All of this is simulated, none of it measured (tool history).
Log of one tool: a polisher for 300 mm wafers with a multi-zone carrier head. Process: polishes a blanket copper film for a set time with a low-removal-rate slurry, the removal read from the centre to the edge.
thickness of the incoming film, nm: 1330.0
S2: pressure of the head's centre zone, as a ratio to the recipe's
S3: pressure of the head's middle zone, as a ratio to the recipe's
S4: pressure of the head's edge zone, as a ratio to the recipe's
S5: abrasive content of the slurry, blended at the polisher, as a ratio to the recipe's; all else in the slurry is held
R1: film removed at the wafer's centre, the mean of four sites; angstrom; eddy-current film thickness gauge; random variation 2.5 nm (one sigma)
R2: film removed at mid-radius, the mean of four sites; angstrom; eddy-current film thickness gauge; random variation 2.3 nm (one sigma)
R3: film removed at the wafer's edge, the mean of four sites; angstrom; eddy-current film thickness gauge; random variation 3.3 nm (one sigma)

{"run": 1, "day": 0.0, "flow of slurry (ml/min)": 275, "S2": 1, "S3": 1, "S4": 1, "S5": 1, "polishing time (s)": 85, "R1": 2812.2, "R2": 2667.9, "R3": 2724.4}
{"run": 2, "day": 0.333, "flow of slurry (ml/min)": 275, "S2": 1, "S3": 1, "S4": 1, "S5": 1.1, "polishing time (s)": 85, "R1": 2858.7, "R2": 2707, "R3": 2714.1}
{"run": 3, "day": 0.65, "flow of slurry (ml/min)": 275, "S2": 0.94, "S3": 1, "S4": 1, "S5": 1.1, "polishing time (s)": 85, "R1": 2729.4, "R2": 2724.4, "R3": 2747.9}
{"run": 4, "day": 0.933, "flow of slurry (ml/min)": 285, "S2": 0.96, "S3": 1, "S4": 1.02, "S5": 1.1, "polishing time (s)": 85, "R1": 2796.5, "R2": 2772.8, "R3": 2782}
{"run": 5, "day": 1.108, "flow of slurry (ml/min)": 285, "S2": 0.96, "S3": 1, "S4": 1.02, "S5": 1.1, "polishing time (s)": 65, "R1": 2159.8, "R2": 2075.5, "R3": 2134.8}
{"run": 6, "day": 1.25, "flow of slurry (ml/min)": 335, "S2": 0.96, "S3": 1, "S4": 1.02, "S5": 1.1, "polishing time (s)": 65, "R1": 2149.8, "R2": 2121.4, "R3": 2100.2}
{"run": 7, "day": 1.304, "flow of slurry (ml/min)": 320, "S2": 0.98, "S3": 1, "S4": 1.05, "S5": 1.2, "polishing time (s)": 68, "R1": 2330.4, "R2": 2226.4, "R3": 2328.9}
{"run": 8, "day": 1.438, "flow of slurry (ml/min)": 320, "S2": 1.01, "S3": 1.03, "S4": 1.07, "S5": 1.25, "polishing time (s)": 69, "R1": 2509.6, "R2": 2369.9, "R3": 2361.7}
{"run": 9, "day": 1.654, "flow of slurry (ml/min)": 315, "S2": 1.01, "S3": 1.03, "S4": 1.09, "S5": 1.3, "polishing time (s)": 71, "R1": 2589.5, "R2": 2396.8, "R3": 2488.6}
{"run": 10, "day": 2.025, "flow of slurry (ml/min)": 310, "S2": 1.01, "S3": 1.04, "S4": 1.1, "S5": 1.35, "polishing time (s)": 73, "R1": 2692.9, "R2": 2554, "R3": 2626.7}
{"run": 11, "day": 2.138, "flow of slurry (ml/min)": 310, "S2": 1.01, "S3": 1.04, "S4": 1.1, "S5": 1.35, "polishing time (s)": 73, "R1": 2662, "R2": 2552.2, "R3": 2595.6}

The next listed run, before its measurement:
{"run": 12, "day": 2.362, "flow of slurry (ml/min)": 305, "S2": 1.02, "S3": 1.04, "S4": 1.11, "S5": 1.4, "polishing time (s)": 74, "R1": "?", "R2": "?", "R3": "?"}

Run 12 gave R1 2788.5 angstrom, R2 2609.1 angstrom, R3 2623.8 angstrom.
